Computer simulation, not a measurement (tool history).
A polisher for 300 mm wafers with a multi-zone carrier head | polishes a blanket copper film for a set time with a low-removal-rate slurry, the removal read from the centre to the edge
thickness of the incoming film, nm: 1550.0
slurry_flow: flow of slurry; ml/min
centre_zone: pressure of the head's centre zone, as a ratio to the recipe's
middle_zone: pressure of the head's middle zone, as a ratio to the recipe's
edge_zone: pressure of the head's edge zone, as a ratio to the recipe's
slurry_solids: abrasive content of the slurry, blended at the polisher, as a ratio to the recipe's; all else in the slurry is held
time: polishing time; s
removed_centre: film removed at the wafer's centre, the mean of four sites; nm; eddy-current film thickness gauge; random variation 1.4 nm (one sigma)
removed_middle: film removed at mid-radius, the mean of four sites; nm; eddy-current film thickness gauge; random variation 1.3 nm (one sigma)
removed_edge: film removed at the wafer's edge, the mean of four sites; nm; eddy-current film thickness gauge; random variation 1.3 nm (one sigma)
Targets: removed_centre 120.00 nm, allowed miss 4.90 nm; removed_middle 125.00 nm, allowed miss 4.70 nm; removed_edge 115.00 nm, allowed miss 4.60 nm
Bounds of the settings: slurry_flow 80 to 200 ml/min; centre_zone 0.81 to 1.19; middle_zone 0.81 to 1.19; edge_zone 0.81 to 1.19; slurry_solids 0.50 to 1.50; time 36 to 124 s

Run 1, hour 0.0: slurry_flow 130 ml/min, centre_zone 1.00, middle_zone 1.00, edge_zone 1.00, slurry_solids 1.00, time 79 s. Result: removed_centre 177.59 nm, removed_middle 196.51 nm, removed_edge 191.05 nm.
Run 2, hour 5.3: slurry_flow 130 ml/min, centre_zone 0.94, middle_zone 1.00, edge_zone 1.00, slurry_solids 1.00, time 79 s. Result: removed_centre 166.57 nm, removed_middle 196.29 nm, removed_edge 188.24 nm.
Run 3, hour 12.1: slurry_flow 130 ml/min, centre_zone 0.94, middle_zone 1.00, edge_zone 1.00, slurry_solids 1.20, time 79 s. Result: removed_centre 172.24 nm, removed_middle 210.16 nm, removed_edge 198.09 nm.
Run 4, hour 12.8: slurry_flow 130 ml/min, centre_zone 0.96, middle_zone 1.00, edge_zone 0.95, slurry_solids 1.00, time 71 s. Result: removed_centre 154.42 nm, removed_middle 172.96 nm, removed_edge 166.20 nm.
Run 5, hour 14.4: slurry_flow 130 ml/min, centre_zone 0.96, middle_zone 1.00, edge_zone 0.95, slurry_solids 1.00, time 58 s. Result: removed_centre 125.68 nm, removed_middle 147.38 nm, removed_edge 134.39 nm.
Run 6, hour 19.8: slurry_flow 130 ml/min, centre_zone 0.96, middle_zone 1.00, edge_zone 0.95, slurry_solids 1.10, time 58 s. Result: removed_centre 130.59 nm, removed_middle 148.69 nm, removed_edge 142.86 nm.
Run 7, hour 20.6: slurry_flow 100 ml/min, centre_zone 1.03, middle_zone 0.90, edge_zone 0.85, slurry_solids 0.85, time 57 s. Result: removed_centre 116.27 nm, removed_middle 113.72 nm, removed_edge 115.97 nm.
Run 8, hour 24.6: slurry_flow 105 ml/min, centre_zone 1.03, middle_zone 0.92, edge_zone 0.84, slurry_solids 0.85, time 57 s. Result: removed_centre 120.80 nm, removed_middle 119.40 nm, removed_edge 116.15 nm.
Run 9, hour 29.7: slurry_flow 105 ml/min, centre_zone 1.02, middle_zone 0.93, edge_zone 0.84, slurry_solids 0.85, time 57 s. Result: removed_centre 116.83 nm, removed_middle 119.14 nm, removed_edge 114.38 nm.
At hour 31.2: centre zone pressure recalibrated.
Run 10, hour 31.2: slurry_flow 110 ml/min, centre_zone 1.02, middle_zone 0.94, edge_zone 0.84, slurry_solids 0.85, time 57 s. Result: removed_centre 126.08 nm, removed_middle 122.65 nm, removed_edge 117.60 nm.

Which of these 5 next moves meets every target?
Run A, hour 32.7: slurry_flow 125 ml/min, centre_zone 1.10, middle_zone 0.97, edge_zone 0.94, slurry_solids 0.90, time 49 s. Result: removed_centre ?, removed_middle ?, removed_edge ?.
Run B, hour 32.7: slurry_flow 80 ml/min, centre_zone 0.99, middle_zone 1.05, edge_zone 0.89, slurry_solids 0.95, time 57 s. Result: removed_centre ?, removed_middle ?, removed_edge ?.
Run C, hour 32.7: slurry_flow 90 ml/min, centre_zone 0.85, middle_zone 1.00, edge_zone 0.96, slurry_solids 1.05, time 59 s. Result: removed_centre ?, removed_middle ?, removed_edge ?.
Run D, hour 32.7: slurry_flow 115 ml/min, centre_zone 0.91, middle_zone 0.88, edge_zone 0.90, slurry_solids 0.80, time 62 s. Result: removed_centre ?, removed_middle ?, removed_edge ?.
Run E, hour 32.7: slurry_flow 120 ml/min, centre_zone 1.01, middle_zone 1.03, edge_zone 0.92, slurry_solids 1.15, time 49 s. Result: removed_centre ?, removed_middle ?, removed_edge ?.

move  removed_centre  removed_middle  removed_edge
   A          121.90          114.72        110.99
   B          109.30          125.18        115.76
   C          105.56          134.11        131.68
   D          120.16          126.64        131.12
   E          118.58          128.06        116.81
A: brings the result that was furthest off to its target, and leaves another outside
B: takes the result that was furthest off past its target
C: takes the result that was furthest off past its target
D: brings the result that was furthest off to its target, and leaves another outside
E: meets every target
Move E is the one to make.

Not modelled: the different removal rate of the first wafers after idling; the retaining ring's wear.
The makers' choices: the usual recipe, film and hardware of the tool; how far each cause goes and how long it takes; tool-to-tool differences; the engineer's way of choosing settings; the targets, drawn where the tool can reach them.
